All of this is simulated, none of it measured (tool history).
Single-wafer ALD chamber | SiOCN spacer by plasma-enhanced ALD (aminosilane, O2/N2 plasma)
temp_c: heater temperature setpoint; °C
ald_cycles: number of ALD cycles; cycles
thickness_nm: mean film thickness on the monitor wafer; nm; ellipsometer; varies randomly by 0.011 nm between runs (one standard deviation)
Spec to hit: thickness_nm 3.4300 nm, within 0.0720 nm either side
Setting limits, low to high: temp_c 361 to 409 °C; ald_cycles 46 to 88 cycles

run	hour	temp_c	ald_cycles	thickness_nm
1	0.0	385	67	4.0856
2	3.2	385	66	4.0712
3	8.8	385	75	4.6177
4	16.7	385	73	4.4434
5	18.3	385	71	4.3367
6	27.0	385	75	4.5704
7	33.4	385	73	4.4644
8	36.8	385	71	4.3589
9	38.2	385	60	3.6820
10	39.6	385	59	3.6101

Below are 5 possible settings for the next run. Only one of them brings all results inside the allowed miss of their targets. Which is it?
A	41.0	382	63	?
B	41.0	392	64	?
C	41.0	384	64	?
D	41.0	382	53	?
E	41.0	389	56	?

move	thickness_nm
A	3.8633
B	3.9247
C	3.9247
D	3.2501
E	3.4341
A: moves away from the targets compared with the last run
B: moves away from the targets compared with the last run
C: moves away from the targets compared with the last run
D: carries the result that was furthest off beyond its target, to the other side
E: meets every target
Go with E: it meets all targets.
